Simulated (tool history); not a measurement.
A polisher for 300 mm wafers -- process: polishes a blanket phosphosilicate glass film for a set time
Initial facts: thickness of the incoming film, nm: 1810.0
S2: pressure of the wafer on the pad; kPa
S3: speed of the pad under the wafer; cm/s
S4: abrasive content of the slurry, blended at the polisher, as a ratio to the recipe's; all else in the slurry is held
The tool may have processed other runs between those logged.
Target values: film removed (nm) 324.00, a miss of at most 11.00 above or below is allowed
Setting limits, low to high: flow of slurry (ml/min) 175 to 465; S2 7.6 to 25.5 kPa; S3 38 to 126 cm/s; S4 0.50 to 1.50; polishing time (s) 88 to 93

Run 1, day 0.000: flow of slurry (ml/min) 295, S2 16.5 kPa, S3 82 cm/s, S4 1.00, polishing time (s) 88. Result: film removed (nm) 412.36.
Run 2, day 0.138: flow of slurry (ml/min) 295, S2 19.3 kPa, S3 82 cm/s, S4 1.00, polishing time (s) 88. Result: film removed (nm) 475.52.
Run 3, day 0.292: flow of slurry (ml/min) 295, S2 19.3 kPa, S3 82 cm/s, S4 0.95, polishing time (s) 88. Result: film removed (nm) 453.35.
Run 4, day 0.608: flow of slurry (ml/min) 295, S2 17.2 kPa, S3 82 cm/s, S4 0.95, polishing time (s) 88. Result: film removed (nm) 412.48.
Run 5, day 0.871: flow of slurry (ml/min) 235, S2 17.2 kPa, S3 82 cm/s, S4 0.95, polishing time (s) 88. Result: film removed (nm) 397.46.
Run 6, day 1.150: flow of slurry (ml/min) 230, S2 16.5 kPa, S3 82 cm/s, S4 0.95, polishing time (s) 88. Result: film removed (nm) 384.39.
Run 7, day 1.175: flow of slurry (ml/min) 225, S2 15.9 kPa, S3 82 cm/s, S4 0.95, polishing time (s) 88. Result: film removed (nm) 371.96.
Run 8, day 1.258: flow of slurry (ml/min) 225, S2 15.2 kPa, S3 82 cm/s, S4 0.95, polishing time (s) 88. Result: film removed (nm) 358.16.
Run 9, day 1.583: flow of slurry (ml/min) 225, S2 14.5 kPa, S3 82 cm/s, S4 0.95, polishing time (s) 88. Result: film removed (nm) 336.88.

4 candidate next runs follow, results not yet known. Just one meets every target within its allowed miss. Identify it.
Run A, day 1.908: flow of slurry (ml/min) 240, S2 11.7 kPa, S3 98 cm/s, S4 1.00, polishing time (s) 92. Result: film removed (nm) ?.
Run B, day 1.908: flow of slurry (ml/min) 190, S2 13.8 kPa, S3 86 cm/s, S4 1.05, polishing time (s) 88. Result: film removed (nm) ?.
Run C, day 1.908: flow of slurry (ml/min) 190, S2 13.8 kPa, S3 92 cm/s, S4 1.00, polishing time (s) 89. Result: film removed (nm) ?.
Run D, day 1.908: flow of slurry (ml/min) 240, S2 11.7 kPa, S3 80 cm/s, S4 1.10, polishing time (s) 91. Result: film removed (nm) ?.

move  film removed (nm)
   A             347.85
   B             353.53
   C             361.66
   D             320.09
A: its largest miss is bigger than the last run's
B: its largest miss is bigger than the last run's
C: its largest miss is bigger than the last run's
D: all results land within tolerance of their targets
D meets every target.
